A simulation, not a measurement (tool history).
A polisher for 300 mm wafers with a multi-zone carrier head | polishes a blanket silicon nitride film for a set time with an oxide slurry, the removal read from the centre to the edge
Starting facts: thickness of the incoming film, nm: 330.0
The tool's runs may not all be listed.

run    day  flow of slurry (ml/min)  pressure of the head's centre zone  pressure of the head's middle zone  pressure of the head's edge zone  abrasive content of the slurry  polishing time (s)  film removed at the wafer's centre (nm)  film removed at mid-radius (nm)  film removed at the wafer's edge (nm)
  1      0                      145                                   1                                   1                                 1                               1                  82                                   60.785                             62.9                                 63.186
  2  0.342                      145                                   1                                   1                                 1                               1                  75                                   55.638                            58.81                                 57.308
  3    0.6                      160                                   1                                   1                                 1                               1                  75                                    56.23                           58.927                                 57.095
  4  0.671                      160                                   1                                   1                                 1                               1                  54                                   41.352                           42.476                                 42.424
  5  0.871                      160                                1.01                                   1                              1.01                            1.05                  59                                   45.343                           48.152                                 47.727
  6  0.896                      160                                1.09                                   1                              1.01                            1.05                  59                                   48.565                           48.465                                 47.395
  7  1.242                      165                                 1.1                                0.99                              1.02                             1.1                  63                                   54.391                             53.4                                 52.876
  8  1.312                      170                                1.11                                0.99                              1.03                            1.15                  66                                   59.319                           56.003                                 55.685
  9  1.504                      160                                1.05                                   1                              1.13                             1.4                  89                                   82.564                           82.272                                 84.953
 10  1.758                      195                                1.12                                1.01                              1.19                             1.5                  94                                   96.983                           92.236                                 99.956
 11  2.088                      195                                1.13                                1.01                              1.19                             1.5                  94                                    97.28                           95.336                                 96.919

What does the tool deliver on the next run?
 12  2.433                      195                                1.13                                   1                              1.19                             1.5                  94                                        ?                                ?                                      ?

{"run 12": {"film removed at the wafer's centre (nm)": 95.858, "film removed at mid-radius (nm)": 90.637, "film removed at the wafer's edge (nm)": 98.159}}
